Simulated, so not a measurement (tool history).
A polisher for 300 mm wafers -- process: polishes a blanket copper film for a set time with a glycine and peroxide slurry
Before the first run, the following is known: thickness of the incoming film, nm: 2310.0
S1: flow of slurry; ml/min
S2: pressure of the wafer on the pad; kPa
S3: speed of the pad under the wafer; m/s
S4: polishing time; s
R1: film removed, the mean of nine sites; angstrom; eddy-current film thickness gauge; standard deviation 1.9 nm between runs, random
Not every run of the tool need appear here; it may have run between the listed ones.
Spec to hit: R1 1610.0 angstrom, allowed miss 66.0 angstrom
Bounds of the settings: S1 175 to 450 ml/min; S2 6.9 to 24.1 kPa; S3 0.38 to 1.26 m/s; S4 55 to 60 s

run,hour,S1,S2,S3,S4,R1
1,0.0,290,15.2,0.82,60,1974.9
2,6.8,290,13.8,0.82,60,1821.5
3,10.6,360,13.8,0.82,60,1846.7
4,17.1,360,13.1,0.82,60,1825.0
5,20.3,360,12.4,0.82,60,1734.6
6,23.8,360,9.0,0.82,60,1369.8
7,29.9,360,9.7,0.82,60,1475.0
8,32.1,360,10.3,0.82,60,1521.6

Below are 5 possible settings for the next run. Only one of them brings all results inside the allowed miss of their targets. Which is it?
A,34.3,365,9.7,0.88,58,?
B,34.3,355,10.3,0.78,56,?
C,34.3,315,7.6,1.06,60,?
D,34.3,370,8.3,1.06,55,?
E,34.3,365,11.7,0.76,60,?

move,R1
A,1477.9
B,1375.4
C,1455.2
D,1433.7
E,1579.1
A: the biggest miss grows against the last run
B: the biggest miss grows against the last run
C: the biggest miss grows against the last run
D: the biggest miss grows against the last run
E: meets every target
The right move is E.
